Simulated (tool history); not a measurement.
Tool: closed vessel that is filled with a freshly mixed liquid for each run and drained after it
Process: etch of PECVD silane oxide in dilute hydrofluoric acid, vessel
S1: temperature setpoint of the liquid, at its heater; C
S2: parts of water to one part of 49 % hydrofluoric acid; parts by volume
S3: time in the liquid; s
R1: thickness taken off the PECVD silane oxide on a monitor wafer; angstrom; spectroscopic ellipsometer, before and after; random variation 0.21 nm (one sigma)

run	hour	S1	S2	S3	R1
1	0.0	20.0	295	505	586.98
2	6.1	19.5	325	505	513.39
3	13.6	19.5	280	505	623.61
4	18.9	19.5	225	505	811.75
5	22.7	19.0	270	505	636.74
6	24.1	18.5	300	505	546.86
7	26.8	18.0	325	505	485.91
8	30.9	18.0	345	505	455.10
9	33.1	18.0	365	505	415.17
10	34.9	18.0	380	505	395.77
11	37.8	18.0	395	505	378.42
# hour 44.9: thermometer replaced
12	44.9	18.0	405	505	350.43

Forecast run 13:
13	52.4	18.0	410	505	?

{"run 13": {"R1": 346.48}}
